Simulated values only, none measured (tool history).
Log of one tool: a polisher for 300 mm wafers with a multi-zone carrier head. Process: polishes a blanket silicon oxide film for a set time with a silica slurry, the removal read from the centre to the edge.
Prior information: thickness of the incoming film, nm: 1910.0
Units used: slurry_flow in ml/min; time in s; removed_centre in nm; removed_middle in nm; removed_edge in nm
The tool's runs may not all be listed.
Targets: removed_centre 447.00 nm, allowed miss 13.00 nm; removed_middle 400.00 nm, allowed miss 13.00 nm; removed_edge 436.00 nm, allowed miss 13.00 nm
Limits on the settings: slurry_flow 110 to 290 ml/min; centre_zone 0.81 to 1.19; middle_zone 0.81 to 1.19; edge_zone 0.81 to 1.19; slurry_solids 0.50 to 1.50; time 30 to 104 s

{"run": 1, "hour": 0.0, "slurry_flow": 185, "centre_zone": 1.0, "middle_zone": 1.0, "edge_zone": 1.0, "slurry_solids": 1.0, "time": 67, "removed_centre": 287.12, "removed_middle": 289.99, "removed_edge": 292.59}
{"run": 2, "hour": 7.8, "slurry_flow": 185, "centre_zone": 1.0, "middle_zone": 1.0, "edge_zone": 1.0, "slurry_solids": 1.0, "time": 82, "removed_centre": 352.98, "removed_middle": 358.34, "removed_edge": 360.98}
{"run": 3, "hour": 9.2, "slurry_flow": 200, "centre_zone": 1.02, "middle_zone": 1.0, "edge_zone": 1.04, "slurry_solids": 1.05, "time": 82, "removed_centre": 361.07, "removed_middle": 363.81, "removed_edge": 374.98}
{"run": 4, "hour": 14.8, "slurry_flow": 200, "centre_zone": 1.02, "middle_zone": 1.0, "edge_zone": 1.1, "slurry_solids": 1.05, "time": 82, "removed_centre": 364.3, "removed_middle": 366.12, "removed_edge": 387.02}
{"run": 5, "hour": 23.4, "slurry_flow": 200, "centre_zone": 1.02, "middle_zone": 1.0, "edge_zone": 1.1, "slurry_solids": 0.85, "time": 82, "removed_centre": 326.43, "removed_middle": 327.31, "removed_edge": 347.76}
{"run": 6, "hour": 24.0, "slurry_flow": 205, "centre_zone": 1.05, "middle_zone": 1.0, "edge_zone": 1.11, "slurry_solids": 0.95, "time": 82, "removed_centre": 361.25, "removed_middle": 351.73, "removed_edge": 364.31}
{"run": 7, "hour": 31.3, "slurry_flow": 230, "centre_zone": 1.08, "middle_zone": 0.92, "edge_zone": 1.19, "slurry_solids": 1.2, "time": 84, "removed_centre": 415.52, "removed_middle": 373.09, "removed_edge": 436.12}
{"run": 8, "hour": 34.4, "slurry_flow": 235, "centre_zone": 1.09, "middle_zone": 0.93, "edge_zone": 1.19, "slurry_solids": 1.2, "time": 84, "removed_centre": 422.42, "removed_middle": 376.31, "removed_edge": 438.07}

Consider the 4 candidate settings below. Which is the only one whose results all fall within their allowed miss of target?
{"run": "A", "hour": 37.5, "slurry_flow": 255, "centre_zone": 1.14, "middle_zone": 1.13, "edge_zone": 1.05, "slurry_solids": 1.05, "time": 85, "removed_centre": "?", "removed_middle": "?", "removed_edge": "?"}
{"run": "B", "hour": 37.5, "slurry_flow": 240, "centre_zone": 1.15, "middle_zone": 0.98, "edge_zone": 1.16, "slurry_solids": 1.15, "time": 86, "removed_centre": "?", "removed_middle": "?", "removed_edge": "?"}
{"run": "C", "hour": 37.5, "slurry_flow": 250, "centre_zone": 1.17, "middle_zone": 0.88, "edge_zone": 1.18, "slurry_solids": 1.15, "time": 85, "removed_centre": "?", "removed_middle": "?", "removed_edge": "?"}
{"run": "D", "hour": 37.5, "slurry_flow": 240, "centre_zone": 1.09, "middle_zone": 0.85, "edge_zone": 1.19, "slurry_solids": 1.2, "time": 89, "removed_centre": "?", "removed_middle": "?", "removed_edge": "?"}

move=A removed_centre=424.56 removed_middle=435.83 removed_edge=393.84
move=B removed_centre=444.93 removed_middle=402.74 removed_edge=432.95
move=C removed_centre=447.20 removed_middle=365.52 removed_edge=433.67
move=D removed_centre=450.43 removed_middle=376.67 removed_edge=462.41
A: misses by more than the last run did
B: every result lands within tolerance
C: the furthest-off result lands on target, but another misses its tolerance
D: the furthest-off result lands on target, but another misses its tolerance
Answer: B
